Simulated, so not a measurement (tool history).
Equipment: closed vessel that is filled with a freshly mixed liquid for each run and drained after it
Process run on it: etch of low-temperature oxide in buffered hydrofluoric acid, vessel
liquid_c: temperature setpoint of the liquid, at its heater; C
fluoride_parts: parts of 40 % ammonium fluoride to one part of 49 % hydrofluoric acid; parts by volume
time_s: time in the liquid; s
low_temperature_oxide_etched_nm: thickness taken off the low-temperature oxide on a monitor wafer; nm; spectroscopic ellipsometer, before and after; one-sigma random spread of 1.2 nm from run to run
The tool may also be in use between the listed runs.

| run | hour | liquid_c | fluoride_parts | time_s | low_temperature_oxide_etched_nm |
|---|---|---|---|---|---|
| 1 | 0.0 | 24.0 | 23.5 | 100 | 135.35 |
| 2 | 3.8 | 26.5 | 22.0 | 100 | 162.36 |
| 3 | 8.7 | 28.5 | 21.0 | 100 | 187.25 |
| 4 | 17.6 | 30.0 | 21.0 | 100 | 202.19 |
| 5 | 19.0 | 32.0 | 21.0 | 100 | 225.96 |
| 6 | 24.7 | 32.0 | 16.0 | 100 | 288.08 |
| 7 | 27.6 | 31.0 | 16.0 | 100 | 273.90 |
| 8 | 31.0 | 30.0 | 16.0 | 100 | 263.09 |

What does the tool deliver on the next run?
| 9 | 37.7 | 29.5 | 16.0 | 100 | ? |

Run 9 gave low_temperature_oxide_etched_nm 252.76 nm.
